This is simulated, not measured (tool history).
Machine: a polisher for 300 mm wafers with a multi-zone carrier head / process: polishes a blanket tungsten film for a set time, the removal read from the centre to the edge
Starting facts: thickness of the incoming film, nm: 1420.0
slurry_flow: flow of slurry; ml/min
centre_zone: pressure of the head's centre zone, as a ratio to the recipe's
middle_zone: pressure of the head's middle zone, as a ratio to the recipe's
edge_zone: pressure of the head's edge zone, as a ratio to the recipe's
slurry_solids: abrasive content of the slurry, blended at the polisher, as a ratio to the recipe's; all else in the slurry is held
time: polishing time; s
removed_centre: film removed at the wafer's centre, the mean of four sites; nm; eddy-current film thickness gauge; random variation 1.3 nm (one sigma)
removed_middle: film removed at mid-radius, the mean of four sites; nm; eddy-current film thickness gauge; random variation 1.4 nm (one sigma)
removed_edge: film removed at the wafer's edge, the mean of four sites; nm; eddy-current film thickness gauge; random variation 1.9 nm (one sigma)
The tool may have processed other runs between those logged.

| run | hour | slurry_flow | centre_zone | middle_zone | edge_zone | slurry_solids | time | removed_centre | removed_middle | removed_edge |
|---|---|---|---|---|---|---|---|---|---|---|
| 1 | 0.0 | 275 | 1.00 | 1.00 | 1.00 | 1.00 | 85 | 306.82 | 309.84 | 300.12 |
| 2 | 3.4 | 275 | 1.00 | 1.00 | 1.00 | 0.90 | 85 | 295.28 | 305.71 | 290.79 |
| 3 | 12.3 | 275 | 1.08 | 1.00 | 1.00 | 0.90 | 85 | 320.58 | 297.91 | 294.55 |
| 4 | 19.3 | 260 | 1.02 | 0.95 | 0.99 | 0.75 | 72 | 244.48 | 231.21 | 237.93 |
| 5 | 27.5 | 250 | 0.97 | 0.92 | 0.95 | 0.65 | 65 | 202.01 | 198.46 | 199.68 |
| 6 | 31.7 | 250 | 0.97 | 0.92 | 0.95 | 0.65 | 86 | 270.38 | 261.85 | 263.85 |
| 7 | 32.3 | 240 | 0.92 | 0.89 | 0.93 | 0.60 | 76 | 222.06 | 222.06 | 223.43 |
| 8 | 36.1 | 230 | 0.89 | 0.87 | 0.92 | 0.55 | 69 | 191.82 | 188.46 | 200.86 |
| 9 | 42.8 | 225 | 0.87 | 0.87 | 0.89 | 0.55 | 65 | 176.07 | 176.94 | 181.76 |

Run 10 is up next; what results do you expect?
| 10 | 51.5 | 215 | 0.85 | 0.86 | 0.88 | 0.55 | 63 | ? | ? | ? |

removed_centre: 166.53 nm
removed_middle: 173.81 nm
removed_edge: 180.76 nm
